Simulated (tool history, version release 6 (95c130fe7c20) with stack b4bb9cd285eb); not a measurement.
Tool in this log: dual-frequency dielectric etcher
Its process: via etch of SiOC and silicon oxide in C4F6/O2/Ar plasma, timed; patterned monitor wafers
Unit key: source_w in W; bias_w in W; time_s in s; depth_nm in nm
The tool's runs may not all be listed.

run  hour  source_w  bias_w  time_s  depth_nm
  1     0       450     227      45    56.413
  2   8.8       500     227      45    59.035
  3  11.9       500     252      45    60.118
  4  14.9       500     252      45    60.065
  5    17       500     274      45    61.539
  6  21.1       460     274      45     58.93
  7  26.3       420     269      45    55.892

Expected results for the next run?
  8  30.6       400     266      45         ?

{"run 8": {"depth_nm": 54.258}}

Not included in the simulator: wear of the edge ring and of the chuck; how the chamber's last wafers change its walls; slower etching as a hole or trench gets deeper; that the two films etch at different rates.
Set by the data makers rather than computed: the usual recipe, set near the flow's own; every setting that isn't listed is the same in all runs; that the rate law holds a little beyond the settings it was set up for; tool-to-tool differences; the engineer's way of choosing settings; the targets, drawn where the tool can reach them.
